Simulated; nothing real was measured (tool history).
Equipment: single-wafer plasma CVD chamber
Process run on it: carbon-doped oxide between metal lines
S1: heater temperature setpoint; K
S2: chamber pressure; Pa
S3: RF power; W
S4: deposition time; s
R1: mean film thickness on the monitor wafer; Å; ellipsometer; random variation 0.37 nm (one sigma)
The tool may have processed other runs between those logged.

run	hour	S1	S2	S3	S4	R1
1	0	618.15	800	400	30.9	1317.9
2	7.4	622.15	756	395	30.9	1283.2
3	10.4	625.15	720	390	30.9	1252.6
4	13.3	628.15	692	385	30.9	1227.8
5	17.2	628.15	692	435	30.9	1351.4
6	24	630.15	665	420	30.9	1303
7	26.5	632.15	644	410	30.9	1263.9
8	30.3	634.15	624	405	30.9	1237.9
9	33.5	635.15	605	400	30.9	1222.3
10	36.1	636.15	591	395	30.9	1200.3

Expected results for the next run?
11	38.4	637.15	576	395	30.9	?

R1: 1203.9 Å
